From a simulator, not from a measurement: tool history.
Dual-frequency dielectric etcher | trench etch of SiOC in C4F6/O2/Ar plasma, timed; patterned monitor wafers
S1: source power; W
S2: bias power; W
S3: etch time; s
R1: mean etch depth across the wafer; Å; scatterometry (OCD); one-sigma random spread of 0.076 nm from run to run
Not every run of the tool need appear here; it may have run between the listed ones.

run,hour,S1,S2,S3,R1
1,0.0,470,142,20,425.60
2,1.8,450,140,20,417.88
3,6.9,530,140,20,441.78
4,10.2,500,136,20,428.66
5,14.9,530,136,20,438.82
6,15.6,500,133,20,426.98

Forecast run 7:
# hour 16.9: source power generator calibrated
7,16.9,480,130,20,?

R1: 415.04 Å
